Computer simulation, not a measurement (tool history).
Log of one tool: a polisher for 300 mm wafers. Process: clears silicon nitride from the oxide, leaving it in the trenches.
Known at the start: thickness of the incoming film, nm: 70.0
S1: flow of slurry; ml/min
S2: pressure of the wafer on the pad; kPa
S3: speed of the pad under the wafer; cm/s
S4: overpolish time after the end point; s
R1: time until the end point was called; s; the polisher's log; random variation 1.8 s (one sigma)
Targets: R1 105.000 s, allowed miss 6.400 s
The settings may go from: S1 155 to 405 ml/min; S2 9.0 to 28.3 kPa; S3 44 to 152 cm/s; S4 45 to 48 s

{"run": 1, "hour": 0.0, "S1": 260, "S2": 18.6, "S3": 98, "S4": 45, "R1": 74.535}
{"run": 2, "hour": 1.1, "S1": 260, "S2": 17.9, "S3": 98, "S4": 45, "R1": 75.47}
{"run": 3, "hour": 4.1, "S1": 230, "S2": 17.9, "S3": 98, "S4": 45, "R1": 77.891}
{"run": 4, "hour": 12.2, "S1": 230, "S2": 17.9, "S3": 114, "S4": 45, "R1": 69.51}
{"run": 5, "hour": 13.0, "S1": 230, "S2": 17.9, "S3": 106, "S4": 45, "R1": 72.429}
{"run": 6, "hour": 14.3, "S1": 230, "S2": 16.5, "S3": 104, "S4": 45, "R1": 79.12}
{"run": 7, "hour": 15.8, "S1": 230, "S2": 15.9, "S3": 102, "S4": 45, "R1": 80.786}
{"run": 8, "hour": 17.7, "S1": 230, "S2": 15.2, "S3": 100, "S4": 45, "R1": 85.811}
{"run": 9, "hour": 23.8, "S1": 230, "S2": 11.0, "S3": 96, "S4": 45, "R1": 109.54}

5 next moves are on the table. One of them brings every result within its allowed miss. Which?
{"run": "A", "hour": 29.9, "S1": 235, "S2": 9.7, "S3": 92, "S4": 45, "R1": "?"}
{"run": "B", "hour": 29.9, "S1": 210, "S2": 9.7, "S3": 98, "S4": 48, "R1": "?"}
{"run": "C", "hour": 29.9, "S1": 240, "S2": 13.8, "S3": 90, "S4": 48, "R1": "?"}
{"run": "D", "hour": 29.9, "S1": 275, "S2": 15.2, "S3": 70, "S4": 45, "R1": "?"}
{"run": "E", "hour": 29.9, "S1": 225, "S2": 9.0, "S3": 96, "S4": 45, "R1": "?"}

move=A R1=125.620
move=B R1=119.700
move=C R1=101.670
move=D R1=119.540
move=E R1=126.600
A: further off than the last run
B: further off than the last run
C: meets every target
D: further off than the last run
E: further off than the last run
The right move is C.

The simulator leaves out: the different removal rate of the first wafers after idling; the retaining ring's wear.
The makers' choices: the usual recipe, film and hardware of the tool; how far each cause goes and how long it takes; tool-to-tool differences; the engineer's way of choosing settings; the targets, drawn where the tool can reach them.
